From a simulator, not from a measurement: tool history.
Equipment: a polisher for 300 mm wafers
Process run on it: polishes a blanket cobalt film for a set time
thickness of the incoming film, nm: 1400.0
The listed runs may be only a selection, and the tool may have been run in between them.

| run | hour | flow of slurry (ml/min) | pressure of the wafer on the pad (psi) | speed of the pad under the wafer (m/s) | polishing time (s) | film removed (Å) |
|---|---|---|---|---|---|---|
| 1 | 0 | 175 | 1.6 | 1.26 | 83 | 4048.6 |
| 2 | 6.2 | 175 | 1.6 | 1.54 | 83 | 4925.9 |
| 3 | 12.8 | 170 | 1.5 | 1.52 | 83 | 4586.2 |
| 4 | 16.9 | 170 | 1.5 | 1.7 | 83 | 5123.9 |
| 5 | 22.5 | 170 | 1.8 | 1.7 | 83 | 6038.7 |
| 6 | 26.9 | 170 | 1.8 | 1.7 | 83 | 6014.5 |
| 7 | 30.2 | 165 | 1.7 | 1.64 | 83 | 5505.8 |
| 8 | 38 | 165 | 1.6 | 1.6 | 83 | 5041.8 |
| 9 | 39.9 | 160 | 1.5 | 1.56 | 83 | 4636.9 |

Forecast run 10:
| 10 | 45.7 | 140 | 1 | 1.34 | 83 | ? |

film removed (Å): 2746.3
